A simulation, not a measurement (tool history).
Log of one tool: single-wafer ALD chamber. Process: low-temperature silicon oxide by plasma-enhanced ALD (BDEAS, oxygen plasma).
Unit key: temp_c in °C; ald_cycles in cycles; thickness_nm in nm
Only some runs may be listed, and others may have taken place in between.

run 1 hour=0.0 | temp_c=115 ald_cycles=28 | thickness_nm=3.9734
run 2 hour=9.0 | temp_c=104 ald_cycles=28 | thickness_nm=4.0669
run 3 hour=16.0 | temp_c=114 ald_cycles=28 | thickness_nm=4.0037
run 4 hour=23.0 | temp_c=120 ald_cycles=28 | thickness_nm=3.9433
run 5 hour=28.9 | temp_c=122 ald_cycles=27 | thickness_nm=3.7984
run 6 hour=32.0 | temp_c=124 ald_cycles=26 | thickness_nm=3.6406

What will run 7 give?
run 7 hour=37.0 | temp_c=126 ald_cycles=26 | thickness_nm=?

{"run 7": {"thickness_nm": 3.6338}}
